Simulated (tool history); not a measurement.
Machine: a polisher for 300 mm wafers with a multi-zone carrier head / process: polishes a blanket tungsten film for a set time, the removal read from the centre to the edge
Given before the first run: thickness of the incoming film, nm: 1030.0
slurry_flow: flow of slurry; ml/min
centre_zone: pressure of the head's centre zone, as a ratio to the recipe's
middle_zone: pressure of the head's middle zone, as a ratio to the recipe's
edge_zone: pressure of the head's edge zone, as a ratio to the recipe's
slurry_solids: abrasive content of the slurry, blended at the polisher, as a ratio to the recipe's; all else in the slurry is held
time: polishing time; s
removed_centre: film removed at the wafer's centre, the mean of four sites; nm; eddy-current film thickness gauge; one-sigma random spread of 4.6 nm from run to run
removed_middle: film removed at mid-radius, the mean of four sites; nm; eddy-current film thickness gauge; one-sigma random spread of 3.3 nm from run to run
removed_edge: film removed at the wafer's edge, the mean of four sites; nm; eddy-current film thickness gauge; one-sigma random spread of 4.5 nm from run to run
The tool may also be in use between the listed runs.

run	hour	slurry_flow	centre_zone	middle_zone	edge_zone	slurry_solids	time	removed_centre	removed_middle	removed_edge
1	0.0	185	1.00	1.00	1.00	1.00	70	336.68	350.99	350.60
2	7.1	180	1.00	0.98	0.99	0.95	70	341.22	345.93	348.91
3	14.3	180	1.00	0.98	0.99	0.95	78	379.73	381.04	375.69
4	15.8	180	1.00	0.96	0.99	0.90	77	360.61	365.41	366.80
5	20.6	180	1.00	1.00	0.99	0.90	77	378.26	383.84	367.03
6	28.6	180	0.94	1.00	0.99	0.90	77	356.07	372.48	382.84
7	36.7	180	0.94	1.00	0.99	0.90	77	360.88	380.67	368.28
8	37.3	175	0.95	0.97	0.99	0.85	76	343.74	351.96	360.53
9	39.1	170	0.96	0.95	0.98	0.80	76	344.05	344.16	356.01

Run 10 is up next; what results do you expect?
10	44.4	170	0.96	0.93	0.97	0.75	76	?	?	?

{"run 10": {"removed_centre": 337.34, "removed_middle": 334.79, "removed_edge": 349.56}}
